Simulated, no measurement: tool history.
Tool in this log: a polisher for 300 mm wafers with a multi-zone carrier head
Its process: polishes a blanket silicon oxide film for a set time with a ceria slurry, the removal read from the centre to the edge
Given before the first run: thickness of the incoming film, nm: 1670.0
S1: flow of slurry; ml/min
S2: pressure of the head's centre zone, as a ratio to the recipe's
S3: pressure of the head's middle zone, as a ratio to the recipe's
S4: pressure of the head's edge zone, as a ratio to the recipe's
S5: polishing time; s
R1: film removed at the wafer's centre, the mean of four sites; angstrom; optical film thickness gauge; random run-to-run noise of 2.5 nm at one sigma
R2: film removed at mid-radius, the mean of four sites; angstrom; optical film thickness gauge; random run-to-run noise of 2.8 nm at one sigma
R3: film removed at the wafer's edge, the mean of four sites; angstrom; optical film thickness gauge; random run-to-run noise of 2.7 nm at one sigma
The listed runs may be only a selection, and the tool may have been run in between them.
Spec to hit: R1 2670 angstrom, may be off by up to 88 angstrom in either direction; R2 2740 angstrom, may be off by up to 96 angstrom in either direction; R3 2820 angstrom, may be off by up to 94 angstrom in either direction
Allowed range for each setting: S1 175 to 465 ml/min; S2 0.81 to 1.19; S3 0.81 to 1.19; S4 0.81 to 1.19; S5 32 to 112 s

{"run": 1, "day": 0.0, "S1": 295, "S2": 1, "S3": 1, "S4": 1, "S5": 72, "R1": 4549.5, "R2": 4668, "R3": 4687.7}
{"run": 2, "day": 0.204, "S1": 290, "S2": 0.99, "S3": 0.98, "S4": 0.98, "S5": 66, "R1": 4180.9, "R2": 4189.6, "R3": 4224.4}
{"run": 3, "day": 0.238, "S1": 285, "S2": 0.96, "S3": 0.96, "S4": 0.96, "S5": 62, "R1": 3804.9, "R2": 3847.1, "R3": 3956.9}
{"run": 4, "day": 0.333, "S1": 255, "S2": 0.96, "S3": 0.96, "S4": 0.96, "S5": 62, "R1": 3778.3, "R2": 3892.9, "R3": 3866}
{"run": 5, "day": 0.496, "S1": 255, "S2": 0.96, "S3": 0.96, "S4": 1.01, "S5": 62, "R1": 3742.3, "R2": 3895.5, "R3": 3995.5}
{"run": 6, "day": 0.538, "S1": 255, "S2": 0.96, "S3": 0.89, "S4": 1.01, "S5": 62, "R1": 3761.6, "R2": 3684.4, "R3": 3940.7}
{"run": 7, "day": 0.779, "S1": 255, "S2": 0.96, "S3": 0.89, "S4": 1.01, "S5": 62, "R1": 3781.1, "R2": 3718.8, "R3": 4017.9}
{"run": 8, "day": 1.058, "S1": 250, "S2": 0.94, "S3": 0.88, "S4": 0.98, "S5": 59, "R1": 3536.7, "R2": 3517.8, "R3": 3752.3}
{"run": 9, "day": 1.275, "S1": 245, "S2": 0.93, "S3": 0.87, "S4": 0.96, "S5": 56, "R1": 3335.9, "R2": 3310.8, "R3": 3541}
{"run": 10, "day": 1.321, "S1": 245, "S2": 0.93, "S3": 0.87, "S4": 0.96, "S5": 56, "R1": 3331.9, "R2": 3323.5, "R3": 3461.6}
{"run": 11, "day": 1.596, "S1": 250, "S2": 0.92, "S3": 0.86, "S4": 0.95, "S5": 54, "R1": 3157.3, "R2": 3176.5, "R3": 3397.7}
{"run": 12, "day": 1.867, "S1": 245, "S2": 0.91, "S3": 0.86, "S4": 0.93, "S5": 53, "R1": 3044, "R2": 3065.3, "R3": 3313.6}

Which of these 5 next moves meets every target?
{"run": "A", "day": 2.138, "S1": 175, "S2": 1.18, "S3": 0.85, "S4": 0.87, "S5": 46, "R1": "?", "R2": "?", "R3": "?"}
{"run": "B", "day": 2.138, "S1": 320, "S2": 0.91, "S3": 0.87, "S4": 0.91, "S5": 45, "R1": "?", "R2": "?", "R3": "?"}
{"run": "C", "day": 2.138, "S1": 175, "S2": 1.14, "S3": 1.07, "S4": 0.83, "S5": 48, "R1": "?", "R2": "?", "R3": "?"}
{"run": "D", "day": 2.138, "S1": 315, "S2": 1.05, "S3": 0.81, "S4": 0.9, "S5": 48, "R1": "?", "R2": "?", "R3": "?"}
{"run": "E", "day": 2.138, "S1": 250, "S2": 1.03, "S3": 0.95, "S4": 0.97, "S5": 48, "R1": "?", "R2": "?", "R3": "?"}

move=A R1=3332.4 R2=2542.3 R3=2680.2
move=B R1=2653.9 R2=2653.1 R3=2779
move=C R1=3362.3 R2=3035.9 R3=2733.4
move=D R1=3264.9 R2=2715.1 R3=2948.5
move=E R1=3141.5 R2=2918.2 R3=3007.2
A: takes the result that was furthest off past its target
B: meets every target
C: meets the target for the result that was furthest off, but another lies outside its allowed miss
D: its largest miss is bigger than the last run's
E: neither nearer nor further off than the last run
The move that meets every target is B.

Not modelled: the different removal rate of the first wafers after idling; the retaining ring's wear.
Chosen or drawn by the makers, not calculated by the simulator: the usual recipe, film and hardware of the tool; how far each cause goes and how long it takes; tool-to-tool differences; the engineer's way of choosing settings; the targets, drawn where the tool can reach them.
